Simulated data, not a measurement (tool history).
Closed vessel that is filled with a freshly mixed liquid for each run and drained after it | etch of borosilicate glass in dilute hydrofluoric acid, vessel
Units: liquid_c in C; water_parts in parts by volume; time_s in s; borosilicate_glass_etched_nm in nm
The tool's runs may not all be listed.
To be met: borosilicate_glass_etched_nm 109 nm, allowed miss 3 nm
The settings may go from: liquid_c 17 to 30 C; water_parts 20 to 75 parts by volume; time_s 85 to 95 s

run	day	liquid_c	water_parts	time_s	borosilicate_glass_etched_nm
1	0	22	45	85	73.427
2	0.075	24	45	85	79.414
3	0.262	25.5	45	85	84.53
4	0.604	25.5	45	85	84.109
5	0.692	28.5	45	85	95.837
6	0.975	29	45	85	96.941
7	1.171	29.5	45	85	99.728
8	1.462	30	45	85	102.38
9	1.742	30	40	85	116.42
10	2.033	29.5	40	85	112.97

Which of these 4 next moves meets every target?
A	2.325	27.5	40	85	?
B	2.325	24.5	40	95	?
C	2.325	27.5	45	95	?
D	2.325	28.5	40	85	?

move	borosilicate_glass_etched_nm
A	104.81
B	103.6
C	103.38
D	109.12
A: takes the result that was furthest off past its target
B: takes the result that was furthest off past its target
C: takes the result that was furthest off past its target
D: meets every target
Answer: D
